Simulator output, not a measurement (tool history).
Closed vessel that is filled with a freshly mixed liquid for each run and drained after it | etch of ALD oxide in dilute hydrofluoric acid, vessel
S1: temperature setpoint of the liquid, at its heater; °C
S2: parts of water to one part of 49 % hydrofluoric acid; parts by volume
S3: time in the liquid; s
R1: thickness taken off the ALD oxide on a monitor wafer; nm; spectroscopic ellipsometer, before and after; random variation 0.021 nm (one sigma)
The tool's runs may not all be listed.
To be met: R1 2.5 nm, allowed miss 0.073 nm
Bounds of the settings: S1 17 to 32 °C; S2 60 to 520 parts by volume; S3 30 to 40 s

run    day    S1   S2  S3      R1
  1      0    24  290  40  1.1623
  2   0.35    24  290  40  1.1536
  3   0.45    24  290  40  1.1465
  4   0.75    24  225  40  1.6112
  5  0.946    25  220  40  1.6827
  6  1.296    26  215  40  1.8002
  7  1.575    27  210  40  1.9299
  8  1.754    28  205  40  2.0642
  9  2.058    28  205  40  2.0376
 10  2.412  28.5  205  40  2.0797
 11  2.692    29  205  40  2.1141
 12  2.862  29.5  205  40  2.1346
 13  3.179    30  200  40  2.2821
 14  3.233  30.5  200  40  2.3281
 15  3.425  31.5  200  40  2.3485

Which of these 5 next moves meets every target?
  A  3.617  28.5  195  40   ?
  B  3.617  26.5  180  40   ?
  C  3.617    32  155  30   ?
  D  3.617    32  205  40   ?
  E  3.617    32  175  30   ?

move      R1
   A  2.2296
   B  2.2883
   C  2.5036
   D  2.3634
   E  2.1588
A: further off than the last run
B: further off than the last run
C: meets every target
D: nearer than the last run, and not there yet
E: further off than the last run
Answer: C
